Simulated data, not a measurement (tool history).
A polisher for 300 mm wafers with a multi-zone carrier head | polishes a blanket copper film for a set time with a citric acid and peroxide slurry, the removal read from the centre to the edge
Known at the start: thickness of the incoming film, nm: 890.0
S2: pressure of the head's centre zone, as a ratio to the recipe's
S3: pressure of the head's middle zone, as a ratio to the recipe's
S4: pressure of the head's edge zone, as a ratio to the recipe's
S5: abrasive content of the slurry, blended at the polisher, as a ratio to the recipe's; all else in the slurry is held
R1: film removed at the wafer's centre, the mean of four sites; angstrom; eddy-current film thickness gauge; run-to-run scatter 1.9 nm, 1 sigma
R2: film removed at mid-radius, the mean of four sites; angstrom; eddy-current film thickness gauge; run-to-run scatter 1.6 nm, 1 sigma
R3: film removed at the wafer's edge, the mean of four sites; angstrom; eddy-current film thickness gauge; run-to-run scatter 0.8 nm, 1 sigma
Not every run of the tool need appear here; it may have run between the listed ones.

Run 1, hour 0: flow of slurry (ml/min) 145, S2 1, S3 1, S4 1, S5 1, polishing time (s) 60. Result: R1 1516.8 angstrom, R2 1510.5 angstrom, R3 1495.1 angstrom.
Run 2, hour 2.9: flow of slurry (ml/min) 140, S2 1, S3 1, S4 0.97, S5 0.95, polishing time (s) 60. Result: R1 1442.9 angstrom, R2 1480.3 angstrom, R3 1475.8 angstrom.
Run 3, hour 3.5: flow of slurry (ml/min) 145, S2 1.03, S3 1.01, S4 0.96, S5 0.9, polishing time (s) 58. Result: R1 1458.4 angstrom, R2 1416.4 angstrom, R3 1434.4 angstrom.
Run 4, hour 10.3: flow of slurry (ml/min) 145, S2 1.04, S3 1.04, S4 0.95, S5 0.9, polishing time (s) 56. Result: R1 1438 angstrom, R2 1409.6 angstrom, R3 1356.5 angstrom.
Run 5, hour 17.5: flow of slurry (ml/min) 140, S2 1.05, S3 1.05, S4 0.93, S5 0.85, polishing time (s) 56. Result: R1 1409.4 angstrom, R2 1372.4 angstrom, R3 1321.3 angstrom.
Run 6, hour 18.2: flow of slurry (ml/min) 135, S2 1.05, S3 1.06, S4 0.92, S5 0.85, polishing time (s) 56. Result: R1 1388.7 angstrom, R2 1421.4 angstrom, R3 1305.9 angstrom.
Run 7, hour 20.4: flow of slurry (ml/min) 130, S2 1.06, S3 1.06, S4 0.91, S5 0.85, polishing time (s) 56. Result: R1 1388.2 angstrom, R2 1396.2 angstrom, R3 1286.5 angstrom.
Run 8, hour 27.9: flow of slurry (ml/min) 125, S2 1.07, S3 1.06, S4 0.9, S5 0.85, polishing time (s) 56. Result: R1 1379.3 angstrom, R2 1368.5 angstrom, R3 1262.7 angstrom.

Expected results for the next run?
Run 9, hour 35.4: flow of slurry (ml/min) 120, S2 1.07, S3 1.06, S4 0.9, S5 0.85, polishing time (s) 56. Result: R1 ?, R2 ?, R3 ?.

R1: 1415.9 angstrom
R2: 1387.2 angstrom
R3: 1260.6 angstrom
